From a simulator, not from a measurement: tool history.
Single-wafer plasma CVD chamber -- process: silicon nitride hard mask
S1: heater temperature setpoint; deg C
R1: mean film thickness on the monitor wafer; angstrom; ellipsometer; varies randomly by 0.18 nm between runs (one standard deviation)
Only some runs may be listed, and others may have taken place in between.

{"run": 1, "hour": 0.0, "S1": 420, "chamber pressure (Pa)": 143, "RF power (kW)": 0.33, "deposition time (s)": 45.2, "R1": 484.66}
{"run": 2, "hour": 7.2, "S1": 420, "chamber pressure (Pa)": 152, "RF power (kW)": 0.335, "deposition time (s)": 45.2, "R1": 498.45}
{"run": 3, "hour": 9.4, "S1": 420, "chamber pressure (Pa)": 169, "RF power (kW)": 0.335, "deposition time (s)": 45.2, "R1": 515.01}
{"run": 4, "hour": 16.0, "S1": 420, "chamber pressure (Pa)": 169, "RF power (kW)": 0.305, "deposition time (s)": 45.2, "R1": 485.74}
{"run": 5, "hour": 18.4, "S1": 420, "chamber pressure (Pa)": 175, "RF power (kW)": 0.315, "deposition time (s)": 45.2, "R1": 500.9}
{"run": 6, "hour": 20.8, "S1": 427, "chamber pressure (Pa)": 175, "RF power (kW)": 0.315, "deposition time (s)": 45.2, "R1": 500.1}
{"run": 7, "hour": 25.6, "S1": 427, "chamber pressure (Pa)": 179, "RF power (kW)": 0.325, "deposition time (s)": 45.2, "R1": 512.25}
{"run": 8, "hour": 30.4, "S1": 427, "chamber pressure (Pa)": 183, "RF power (kW)": 0.33, "deposition time (s)": 45.2, "R1": 520.74}
{"run": 9, "hour": 35.4, "S1": 427, "chamber pressure (Pa)": 185, "RF power (kW)": 0.335, "deposition time (s)": 45.2, "R1": 529.54}
{"run": 10, "hour": 40.8, "S1": 427, "chamber pressure (Pa)": 188, "RF power (kW)": 0.34, "deposition time (s)": 45.2, "R1": 536.73}

The next listed run, before its measurement:
{"run": 11, "hour": 46.9, "S1": 427, "chamber pressure (Pa)": 191, "RF power (kW)": 0.345, "deposition time (s)": 45.2, "R1": "?"}

R1: 542.22 angstrom
